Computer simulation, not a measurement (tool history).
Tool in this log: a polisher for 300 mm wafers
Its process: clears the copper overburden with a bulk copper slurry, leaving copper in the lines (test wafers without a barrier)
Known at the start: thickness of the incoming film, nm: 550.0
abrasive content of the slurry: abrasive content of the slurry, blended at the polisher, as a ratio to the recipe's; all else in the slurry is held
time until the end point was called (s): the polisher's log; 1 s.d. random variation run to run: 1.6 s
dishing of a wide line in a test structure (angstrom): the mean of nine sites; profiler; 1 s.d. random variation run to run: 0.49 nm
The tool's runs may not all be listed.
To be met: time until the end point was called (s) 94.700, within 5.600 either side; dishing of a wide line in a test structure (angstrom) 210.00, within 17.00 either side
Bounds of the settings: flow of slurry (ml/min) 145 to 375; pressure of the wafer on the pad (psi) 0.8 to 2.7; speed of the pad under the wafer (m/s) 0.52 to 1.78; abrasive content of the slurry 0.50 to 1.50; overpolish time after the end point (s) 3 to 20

| run | hour | flow of slurry (ml/min) | pressure of the wafer on the pad (psi) | speed of the pad under the wafer (m/s) | abrasive content of the slurry | overpolish time after the end point (s) | time until the end point was called (s) | dishing of a wide line in a test structure (angstrom) |
|---|---|---|---|---|---|---|---|---|
| 1 | 0.0 | 240 | 1.7 | 1.14 | 1.00 | 10 | 73.627 | 428.23 |
| 2 | 7.0 | 240 | 1.7 | 1.14 | 1.00 | 13 | 76.430 | 528.37 |
| 3 | 8.7 | 240 | 1.6 | 1.14 | 1.00 | 11 | 78.509 | 452.27 |
| 4 | 11.5 | 240 | 1.5 | 1.10 | 1.00 | 9 | 85.912 | 355.24 |
| 5 | 12.5 | 240 | 1.4 | 1.10 | 1.00 | 8 | 94.866 | 314.79 |
| 6 | 16.8 | 240 | 1.4 | 0.84 | 1.00 | 8 | 117.720 | 251.39 |
| 7 | 20.3 | 240 | 1.5 | 0.84 | 1.00 | 7 | 110.450 | 254.27 |
| 8 | 25.0 | 245 | 1.5 | 0.84 | 1.05 | 6 | 105.490 | 210.07 |
| 9 | 32.6 | 250 | 1.6 | 0.84 | 1.10 | 6 | 101.880 | 224.02 |

Below are 5 possible settings for the next run. Only one of them brings all results inside the allowed miss of their targets. Which is it?
| A | 40.2 | 240 | 1.6 | 0.84 | 0.95 | 7 | ? | ? |
| B | 40.2 | 220 | 1.6 | 0.88 | 1.05 | 7 | ? | ? |
| C | 40.2 | 180 | 1.6 | 0.90 | 1.40 | 5 | ? | ? |
| D | 40.2 | 285 | 1.6 | 0.88 | 1.35 | 6 | ? | ? |
| E | 40.2 | 265 | 1.4 | 1.04 | 0.90 | 7 | ? | ? |

| move | time until the end point was called (s) | dishing of a wide line in a test structure (angstrom) |
|---|---|---|
| A | 105.030 | 252.29 |
| B | 99.477 | 264.01 |
| C | 93.576 | 208.84 |
| D | 91.307 | 249.31 |
| E | 98.977 | 263.26 |
A: the biggest miss grows against the last run
B: brings the last run's worst result on target, with another outside its allowed miss
C: in spec on every target
D: brings the last run's worst result on target, with another outside its allowed miss
E: brings the last run's worst result on target, with another outside its allowed miss
Go with C: it meets all targets.

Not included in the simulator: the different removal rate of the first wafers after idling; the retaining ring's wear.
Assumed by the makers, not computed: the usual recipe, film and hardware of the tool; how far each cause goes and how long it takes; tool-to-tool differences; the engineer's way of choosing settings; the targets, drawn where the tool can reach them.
